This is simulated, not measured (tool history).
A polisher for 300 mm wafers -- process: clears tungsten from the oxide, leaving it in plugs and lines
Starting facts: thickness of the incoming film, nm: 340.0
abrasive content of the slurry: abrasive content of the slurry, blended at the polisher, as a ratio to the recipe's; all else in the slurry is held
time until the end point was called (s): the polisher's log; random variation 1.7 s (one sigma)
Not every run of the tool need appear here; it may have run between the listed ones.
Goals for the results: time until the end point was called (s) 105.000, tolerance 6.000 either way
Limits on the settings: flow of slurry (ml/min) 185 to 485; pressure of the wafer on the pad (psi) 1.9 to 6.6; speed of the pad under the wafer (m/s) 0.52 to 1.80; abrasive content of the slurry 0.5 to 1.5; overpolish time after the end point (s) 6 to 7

run  hour  flow of slurry (ml/min)  pressure of the wafer on the pad (psi)  speed of the pad under the wafer (m/s)  abrasive content of the slurry  overpolish time after the end point (s)  time until the end point was called (s)
  1   0.0                      310                                     4.2                                    1.16                             1.0                                        7                                   52.521
  2   4.8                      310                                     4.2                                    1.16                             1.0                                        7                                   52.919
  3   8.0                      310                                     3.5                                    1.10                             1.0                                        7                                   66.926
  4   9.4                      310                                     3.0                                    1.08                             1.0                                        7                                   80.222
  5  12.2                      310                                     2.7                                    1.08                             1.0                                        7                                   88.390
  6  12.9                      250                                     2.7                                    1.08                             1.0                                        7                                   88.113
  7  15.7                      250                                     2.5                                    1.08                             1.0                                        7                                   92.521
  8  18.6                      250                                     2.4                                    1.08                             1.0                                        7                                   99.064

5 next moves are on the table. One of them brings every result within its allowed miss. Which?
  A  21.5                      270                                     2.3                                    1.02                             1.1                                        7                                        ?
  B  21.5                      190                                     2.7                                    1.10                             0.9                                        7                                        ?
  C  21.5                      225                                     2.9                                    1.02                             1.0                                        7                                        ?
  D  21.5                      280                                     2.5                                    1.12                             0.9                                        6                                        ?
  E  21.5                      255                                     2.3                                    1.16                             1.2                                        6                                        ?

move  time until the end point was called (s)
   A                                  104.270
   B                                   92.398
   C                                   87.867
   D                                   94.023
   E                                   89.923
A: all results land within tolerance of their targets
B: misses by more than the last run did
C: misses by more than the last run did
D: misses by more than the last run did
E: misses by more than the last run did
Correct choice: A, which meets every target
